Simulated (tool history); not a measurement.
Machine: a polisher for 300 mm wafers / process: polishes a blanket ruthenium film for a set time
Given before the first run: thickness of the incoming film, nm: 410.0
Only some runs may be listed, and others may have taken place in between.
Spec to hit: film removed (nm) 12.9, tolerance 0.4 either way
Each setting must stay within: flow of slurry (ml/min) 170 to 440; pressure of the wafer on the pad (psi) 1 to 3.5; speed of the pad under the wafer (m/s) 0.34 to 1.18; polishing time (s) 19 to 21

run	hour	flow of slurry (ml/min)	pressure of the wafer on the pad (psi)	speed of the pad under the wafer (m/s)	polishing time (s)	film removed (nm)
1	0	280	2.2	0.76	21	18.703
2	5.4	280	2.2	0.82	21	20.129
3	8.6	280	2.5	0.82	21	22.665
4	17.3	280	2.7	0.82	21	24.286
5	18.9	215	2.7	0.82	21	23.769
6	24.9	215	3	0.82	21	26.363
7	32.2	215	2.5	0.82	21	21.715
8	38.6	210	2.2	0.82	21	19.223
9	45.8	205	2	0.82	21	17.534
10	51.3	200	1.8	0.82	21	15.64
11	52.7	195	1.7	0.82	21	14.825
12	58.5	190	1.6	0.82	21	14.039

Next run, 5 choices. One meets every target within its allowed miss, the rest don't. Which?
A	64.3	175	1.7	0.88	20	?
B	64.3	260	1.8	0.76	21	?
C	64.3	215	2	0.82	19	?
D	64.3	210	1.4	0.98	20	?
E	64.3	170	1.4	1.02	19	?

move	film removed (nm)
A	14.602
B	15.41
C	15.945
D	13.805
E	12.983
A: lands further from the targets than the last run did
B: lands further from the targets than the last run did
C: lands further from the targets than the last run did
D: closes in on the targets versus the last run, not all within tolerance yet
E: every result lands within tolerance
The move that meets every target is E.
